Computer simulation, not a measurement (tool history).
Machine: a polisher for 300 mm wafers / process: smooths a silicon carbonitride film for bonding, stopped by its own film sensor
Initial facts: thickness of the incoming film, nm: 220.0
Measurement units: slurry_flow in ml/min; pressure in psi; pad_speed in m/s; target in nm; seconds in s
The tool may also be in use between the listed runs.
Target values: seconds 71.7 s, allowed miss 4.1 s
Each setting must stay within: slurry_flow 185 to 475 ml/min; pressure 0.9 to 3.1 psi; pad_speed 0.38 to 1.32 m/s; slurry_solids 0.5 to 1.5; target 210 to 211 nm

Run 1, hour 0: slurry_flow 305 ml/min, pressure 2 psi, pad_speed 0.84 m/s, slurry_solids 1, target 210 nm. Result: seconds 42.7 s.
Run 2, hour 8.3: slurry_flow 305 ml/min, pressure 2 psi, pad_speed 0.94 m/s, slurry_solids 1, target 210 nm. Result: seconds 38.154 s.
Run 3, hour 9.2: slurry_flow 305 ml/min, pressure 2 psi, pad_speed 1.1 m/s, slurry_solids 1, target 210 nm. Result: seconds 33.606 s.
Run 4, hour 11.3: slurry_flow 305 ml/min, pressure 1.8 psi, pad_speed 1.04 m/s, slurry_solids 1, target 210 nm. Result: seconds 38.856 s.
Run 5, hour 16.4: slurry_flow 240 ml/min, pressure 1.8 psi, pad_speed 1.04 m/s, slurry_solids 1, target 210 nm. Result: seconds 41.494 s.
Run 6, hour 19.9: slurry_flow 185 ml/min, pressure 1.8 psi, pad_speed 1.04 m/s, slurry_solids 1, target 210 nm. Result: seconds 42.596 s.
Run 7, hour 27.5: slurry_flow 185 ml/min, pressure 1.6 psi, pad_speed 1.02 m/s, slurry_solids 1, target 210 nm. Result: seconds 48.106 s.
Run 8, hour 36.2: slurry_flow 185 ml/min, pressure 1.5 psi, pad_speed 1 m/s, slurry_solids 1, target 210 nm. Result: seconds 50.881 s.
Run 9, hour 38.4: slurry_flow 185 ml/min, pressure 1.4 psi, pad_speed 0.98 m/s, slurry_solids 1, target 210 nm. Result: seconds 55.672 s.
Run 10, hour 47.2: slurry_flow 185 ml/min, pressure 0.9 psi, pad_speed 0.96 m/s, slurry_solids 1, target 210 nm. Result: seconds 87.811 s.
Run 11, hour 50.4: slurry_flow 185 ml/min, pressure 1 psi, pad_speed 0.96 m/s, slurry_solids 1, target 210 nm. Result: seconds 76.235 s.

4 next moves are on the table. One of them brings every result within its allowed miss. Which?
Run A, hour 53.6: slurry_flow 185 ml/min, pressure 0.9 psi, pad_speed 0.8 m/s, slurry_solids 1, target 211 nm. Result: seconds ?.
Run B, hour 53.6: slurry_flow 185 ml/min, pressure 1.1 psi, pad_speed 0.82 m/s, slurry_solids 1, target 211 nm. Result: seconds ?.
Run C, hour 53.6: slurry_flow 185 ml/min, pressure 1 psi, pad_speed 0.88 m/s, slurry_solids 0.85, target 211 nm. Result: seconds ?.
Run D, hour 53.6: slurry_flow 185 ml/min, pressure 1.1 psi, pad_speed 0.76 m/s, slurry_solids 1, target 210 nm. Result: seconds ?.

move  seconds
   A   87.617
   B   71.198
   C   81.486
   D   83.764
A: moves away from the targets compared with the last run
B: meets every target
C: moves away from the targets compared with the last run
D: moves away from the targets compared with the last run
Answer: B

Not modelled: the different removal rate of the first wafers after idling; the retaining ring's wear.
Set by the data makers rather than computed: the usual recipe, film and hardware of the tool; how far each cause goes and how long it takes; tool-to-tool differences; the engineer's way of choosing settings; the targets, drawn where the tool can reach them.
